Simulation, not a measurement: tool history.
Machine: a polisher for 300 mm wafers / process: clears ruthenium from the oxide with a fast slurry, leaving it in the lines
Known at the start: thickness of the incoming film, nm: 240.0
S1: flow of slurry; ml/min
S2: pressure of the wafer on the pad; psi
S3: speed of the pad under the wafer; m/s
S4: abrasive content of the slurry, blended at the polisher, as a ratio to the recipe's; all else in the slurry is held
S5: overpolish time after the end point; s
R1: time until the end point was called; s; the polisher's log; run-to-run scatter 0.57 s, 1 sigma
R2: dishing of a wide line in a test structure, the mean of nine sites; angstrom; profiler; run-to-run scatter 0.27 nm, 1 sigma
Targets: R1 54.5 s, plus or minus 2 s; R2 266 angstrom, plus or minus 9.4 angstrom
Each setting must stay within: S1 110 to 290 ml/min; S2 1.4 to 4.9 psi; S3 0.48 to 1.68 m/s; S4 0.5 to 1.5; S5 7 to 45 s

{"run": 1, "hour": 0.0, "S1": 185, "S2": 3.1, "S3": 1.08, "S4": 1, "S5": 23, "R1": 56.063, "R2": 384.94}
{"run": 2, "hour": 8.4, "S1": 185, "S2": 2.6, "S3": 1.08, "S4": 1, "S5": 23, "R1": 66.858, "R2": 357.29}
{"run": 3, "hour": 14.7, "S1": 190, "S2": 2.6, "S3": 1.1, "S4": 1, "S5": 20, "R1": 64.178, "R2": 337.73}
{"run": 4, "hour": 22.4, "S1": 190, "S2": 2, "S3": 1.1, "S4": 1, "S5": 20, "R1": 84.774, "R2": 298.02}
{"run": 5, "hour": 28.6, "S1": 145, "S2": 2, "S3": 1.1, "S4": 1, "S5": 20, "R1": 85.746, "R2": 294.3}
{"run": 6, "hour": 37.0, "S1": 140, "S2": 2.1, "S3": 1.14, "S4": 1, "S5": 18, "R1": 80.563, "R2": 281.41}
{"run": 7, "hour": 43.2, "S1": 145, "S2": 2.2, "S3": 1.16, "S4": 1, "S5": 16, "R1": 73.3, "R2": 280.42}
{"run": 8, "hour": 48.3, "S1": 150, "S2": 2.3, "S3": 1.16, "S4": 1, "S5": 15, "R1": 72.998, "R2": 273.08}
{"run": 9, "hour": 50.6, "S1": 155, "S2": 2.4, "S3": 1.16, "S4": 1, "S5": 14, "R1": 69.163, "R2": 268.17}
{"run": 10, "hour": 51.5, "S1": 160, "S2": 2.5, "S3": 1.16, "S4": 1, "S5": 13, "R1": 66.204, "R2": 267.6}
{"run": 11, "hour": 55.8, "S1": 165, "S2": 2.6, "S3": 1.16, "S4": 1, "S5": 12, "R1": 62.891, "R2": 256.11}
{"run": 12, "hour": 61.9, "S1": 170, "S2": 2.7, "S3": 1.16, "S4": 1, "S5": 12, "R1": 60.135, "R2": 261.62}
{"run": 13, "hour": 68.2, "S1": 200, "S2": 3, "S3": 1.16, "S4": 1, "S5": 10, "R1": 52.946, "R2": 253.55}

Consider the 4 candidate settings below. Which is the only one whose results all fall within their allowed miss of target?
{"run": "A", "hour": 74.5, "S1": 200, "S2": 3.3, "S3": 1.16, "S4": 0.9, "S5": 12, "R1": "?", "R2": "?"}
{"run": "B", "hour": 74.5, "S1": 195, "S2": 2.7, "S3": 1.28, "S4": 1, "S5": 12, "R1": "?", "R2": "?"}
{"run": "C", "hour": 74.5, "S1": 290, "S2": 3.2, "S3": 1.14, "S4": 0.8, "S5": 11, "R1": "?", "R2": "?"}
{"run": "D", "hour": 74.5, "S1": 190, "S2": 2.9, "S3": 1.18, "S4": 1, "S5": 13, "R1": "?", "R2": "?"}

move=A R1=50.918 R2=293.87
move=B R1=53.859 R2=284.27
move=C R1=54.251 R2=268.23
move=D R1=54.565 R2=295.73
A: takes the biggest miss from the last run beyond its target
B: takes the biggest miss from the last run beyond its target
C: meets every target
D: takes the biggest miss from the last run beyond its target
Answer: C
